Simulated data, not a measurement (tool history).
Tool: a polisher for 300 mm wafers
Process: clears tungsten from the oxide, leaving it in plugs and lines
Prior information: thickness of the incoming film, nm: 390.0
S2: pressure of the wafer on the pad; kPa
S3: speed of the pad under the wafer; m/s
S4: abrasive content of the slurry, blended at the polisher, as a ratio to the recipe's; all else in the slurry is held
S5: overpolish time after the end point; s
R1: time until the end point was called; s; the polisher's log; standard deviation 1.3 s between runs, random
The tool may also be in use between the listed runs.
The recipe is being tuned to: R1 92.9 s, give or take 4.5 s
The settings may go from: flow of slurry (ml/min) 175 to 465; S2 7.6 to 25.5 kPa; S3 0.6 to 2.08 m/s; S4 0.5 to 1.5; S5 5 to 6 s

Run 1, hour 0: flow of slurry (ml/min) 295, S2 16.5 kPa, S3 1.34 m/s, S4 1, S5 6 s. Result: R1 118.45 s.
Run 2, hour 5.1: flow of slurry (ml/min) 295, S2 17.9 kPa, S3 1.34 m/s, S4 1, S5 6 s. Result: R1 110.3 s.
Run 3, hour 12.6: flow of slurry (ml/min) 295, S2 17.9 kPa, S3 1.34 m/s, S4 1, S5 6 s. Result: R1 111.17 s.
Run 4, hour 21.4: flow of slurry (ml/min) 295, S2 17.9 kPa, S3 1.02 m/s, S4 1, S5 6 s. Result: R1 130.4 s.
Run 5, hour 26.3: flow of slurry (ml/min) 295, S2 19.3 kPa, S3 1.04 m/s, S4 1, S5 6 s. Result: R1 123.06 s.
Run 6, hour 27.4: flow of slurry (ml/min) 295, S2 20.7 kPa, S3 1.06 m/s, S4 1, S5 6 s. Result: R1 113.69 s.
Run 7, hour 33.8: flow of slurry (ml/min) 295, S2 22.1 kPa, S3 1.08 m/s, S4 1, S5 6 s. Result: R1 107.71 s.
Run 8, hour 37.1: flow of slurry (ml/min) 295, S2 22.8 kPa, S3 1.1 m/s, S4 1, S5 6 s. Result: R1 104.46 s.
Run 9, hour 44.9: flow of slurry (ml/min) 295, S2 23.4 kPa, S3 1.12 m/s, S4 1, S5 6 s. Result: R1 103.8 s.

5 candidate next runs follow, results not yet known. Just one meets every target within its allowed miss. Identify it.
Run A, hour 52.7: flow of slurry (ml/min) 400, S2 20.7 kPa, S3 1.22 m/s, S4 1.15, S5 6 s. Result: R1 ?.
Run B, hour 52.7: flow of slurry (ml/min) 180, S2 22.1 kPa, S3 0.88 m/s, S4 1.4, S5 5 s. Result: R1 ?.
Run C, hour 52.7: flow of slurry (ml/min) 330, S2 21.4 kPa, S3 0.96 m/s, S4 0.95, S5 5 s. Result: R1 ?.
Run D, hour 52.7: flow of slurry (ml/min) 280, S2 24.1 kPa, S3 1.2 m/s, S4 1.1, S5 5 s. Result: R1 ?.
Run E, hour 52.7: flow of slurry (ml/min) 270, S2 22.1 kPa, S3 1.08 m/s, S4 1.1, S5 6 s. Result: R1 ?.

move      R1
   A  98.176
   B  118.79
   C  116.09
   D  91.304
   E  104.92
A: nearer than the last run, and not there yet
B: its largest miss is bigger than the last run's
C: its largest miss is bigger than the last run's
D: all results land within tolerance of their targets
E: its largest miss is bigger than the last run's
D meets every target.
